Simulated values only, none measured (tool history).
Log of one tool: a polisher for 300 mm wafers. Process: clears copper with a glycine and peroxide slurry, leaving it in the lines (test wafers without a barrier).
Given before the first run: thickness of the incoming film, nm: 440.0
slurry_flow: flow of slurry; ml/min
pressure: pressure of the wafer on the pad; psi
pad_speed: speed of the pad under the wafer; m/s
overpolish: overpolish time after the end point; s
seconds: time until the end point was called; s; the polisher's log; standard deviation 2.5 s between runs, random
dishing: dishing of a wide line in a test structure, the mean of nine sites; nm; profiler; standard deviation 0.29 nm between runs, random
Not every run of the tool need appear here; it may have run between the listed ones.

{"run": 1, "day": 0.0, "slurry_flow": 215, "pressure": 1.8, "pad_speed": 0.8, "overpolish": 14, "seconds": 128.27, "dishing": 29.02}
{"run": 2, "day": 0.212, "slurry_flow": 215, "pressure": 2.1, "pad_speed": 0.8, "overpolish": 14, "seconds": 118.11, "dishing": 32.378}
{"run": 3, "day": 0.521, "slurry_flow": 215, "pressure": 2.4, "pad_speed": 0.8, "overpolish": 14, "seconds": 104.06, "dishing": 35.873}
{"run": 4, "day": 0.662, "slurry_flow": 175, "pressure": 2.4, "pad_speed": 0.8, "overpolish": 14, "seconds": 106.19, "dishing": 34.651}
{"day": 0.938, "done": "worn pad replaced by a new one"}
{"run": 5, "day": 0.938, "slurry_flow": 175, "pressure": 2.4, "pad_speed": 0.8, "overpolish": 17, "seconds": 96.873, "dishing": 44.32}
{"run": 6, "day": 1.192, "slurry_flow": 175, "pressure": 2.7, "pad_speed": 0.8, "overpolish": 17, "seconds": 86.728, "dishing": 47.304}
{"run": 7, "day": 1.342, "slurry_flow": 175, "pressure": 2.6, "pad_speed": 0.78, "overpolish": 16, "seconds": 89.687, "dishing": 43.829}
{"run": 8, "day": 1.642, "slurry_flow": 175, "pressure": 2.5, "pad_speed": 0.76, "overpolish": 16, "seconds": 97.565, "dishing": 42.188}
{"run": 9, "day": 1.862, "slurry_flow": 180, "pressure": 2.0, "pad_speed": 0.68, "overpolish": 10, "seconds": 122.38, "dishing": 22.805}

Predict the results of run 10:
{"run": 10, "day": 2.179, "slurry_flow": 185, "pressure": 1.9, "pad_speed": 0.68, "overpolish": 10, "seconds": "?", "dishing": "?"}

{"run 10": {"seconds": 131.3, "dishing": 21.646}}

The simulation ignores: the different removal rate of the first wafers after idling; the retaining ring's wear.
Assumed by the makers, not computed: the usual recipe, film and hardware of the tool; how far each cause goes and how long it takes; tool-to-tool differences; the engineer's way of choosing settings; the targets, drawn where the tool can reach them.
